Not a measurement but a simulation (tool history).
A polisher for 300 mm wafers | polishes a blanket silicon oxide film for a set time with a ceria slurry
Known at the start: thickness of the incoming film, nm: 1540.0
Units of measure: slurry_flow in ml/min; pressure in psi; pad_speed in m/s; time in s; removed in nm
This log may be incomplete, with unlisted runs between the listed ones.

| run | hour | slurry_flow | pressure | pad_speed | time | removed |
|---|---|---|---|---|---|---|
| 1 | 0.0 | 245 | 2.4 | 0.88 | 42 | 129.55 |
| 2 | 8.9 | 245 | 2.6 | 0.88 | 42 | 134.16 |
| 3 | 15.2 | 245 | 2.9 | 0.90 | 42 | 149.12 |
| 4 | 17.0 | 245 | 3.1 | 0.90 | 42 | 160.18 |
| 5 | 19.1 | 245 | 3.2 | 0.90 | 42 | 161.45 |
| 6 | 21.6 | 245 | 3.3 | 0.90 | 42 | 163.49 |
| 7 | 22.8 | 245 | 3.4 | 0.90 | 42 | 165.93 |

Run 8 has not been measured yet. What should we expect?
| 8 | 31.7 | 245 | 3.5 | 0.90 | 42 | ? |

Run 8 gave removed 177.86 nm.
